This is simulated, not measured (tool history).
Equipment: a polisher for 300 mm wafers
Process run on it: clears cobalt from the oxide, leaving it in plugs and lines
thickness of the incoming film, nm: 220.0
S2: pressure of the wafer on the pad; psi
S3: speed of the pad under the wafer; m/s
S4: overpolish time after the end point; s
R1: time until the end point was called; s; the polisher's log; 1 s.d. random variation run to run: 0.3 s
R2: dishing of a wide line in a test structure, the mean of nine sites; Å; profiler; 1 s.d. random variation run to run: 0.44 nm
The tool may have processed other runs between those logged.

run 1 day=0 | flow_of_slurry_(ml/min)=285 S2=2.4 S3=0.9 S4=14 | R1=40.619 R2=329.64
run 2 day=0.175 | flow_of_slurry_(ml/min)=285 S2=1.9 S3=0.9 S4=14 | R1=51.202 R2=310.86
run 3 day=0.204 | flow_of_slurry_(ml/min)=250 S2=1.9 S3=0.9 S4=14 | R1=51.947 R2=309.1
run 4 day=0.375 | flow_of_slurry_(ml/min)=290 S2=1.9 S3=0.9 S4=14 | R1=50.965 R2=300.21
run 5 day=0.638 | flow_of_slurry_(ml/min)=310 S2=2 S3=0.92 S4=13 | R1=47.542 R2=294.19
run 6 day=0.762 | flow_of_slurry_(ml/min)=310 S2=2 S3=0.72 S4=13 | R1=57.846 R2=287.27
run 7 day=0.958 | flow_of_slurry_(ml/min)=330 S2=2.1 S3=0.74 S4=12 | R1=54.323 R2=275.12
run 8 day=1.1 | flow_of_slurry_(ml/min)=345 S2=2.2 S3=0.76 S4=11 | R1=50.097 R2=263.2
run 9 day=1.438 | flow_of_slurry_(ml/min)=360 S2=2.3 S3=0.76 S4=10 | R1=48.513 R2=276.99

Predict the results of run 10:
run 10 day=1.729 | flow_of_slurry_(ml/min)=370 S2=2.4 S3=0.78 S4=9 | R1=? R2=?

{"run 10": {"R1": 45.323, "R2": 261.8}}
